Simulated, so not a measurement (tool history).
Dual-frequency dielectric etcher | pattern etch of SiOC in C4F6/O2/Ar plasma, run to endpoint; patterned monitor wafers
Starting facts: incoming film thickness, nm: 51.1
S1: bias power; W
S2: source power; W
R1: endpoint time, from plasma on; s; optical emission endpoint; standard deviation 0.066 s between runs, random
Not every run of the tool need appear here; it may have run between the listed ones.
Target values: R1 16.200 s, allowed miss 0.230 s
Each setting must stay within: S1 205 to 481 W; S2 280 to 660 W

run 1 hour=0.0 | S1=343 S2=470 | R1=17.152
run 2 hour=1.7 | S1=288 S2=470 | R1=17.829
run 3 hour=4.2 | S1=288 S2=560 | R1=16.727
run 4 hour=5.5 | S1=233 S2=560 | R1=17.394
run 5 hour=8.0 | S1=290 S2=560 | R1=16.771
run 6 hour=8.7 | S1=296 S2=560 | R1=16.683
run 7 hour=9.4 | S1=301 S2=560 | R1=16.580
run 8 hour=10.7 | S1=305 S2=560 | R1=16.692
run 9 hour=18.6 | S1=311 S2=560 | R1=16.555
run 10 hour=25.5 | S1=315 S2=560 | R1=16.577
run 11 hour=26.7 | S1=319 S2=560 | R1=16.426
run 12 hour=34.7 | S1=321 S2=560 | R1=16.575

Which one of the following 4 next-run settings gets every result inside its allowed miss? There is exactly one.
run A hour=42.7 | S1=286 S2=560 | R1=?
run B hour=42.7 | S1=290 S2=530 | R1=?
run C hour=42.7 | S1=314 S2=540 | R1=?
run D hour=42.7 | S1=328 S2=570 | R1=?

move=A R1=16.833
move=B R1=17.089
move=C R1=16.743
move=D R1=16.323
A: the biggest miss grows against the last run
B: the biggest miss grows against the last run
C: the biggest miss grows against the last run
D: all results land within tolerance of their targets
D is the move that brings every result within its allowed miss.
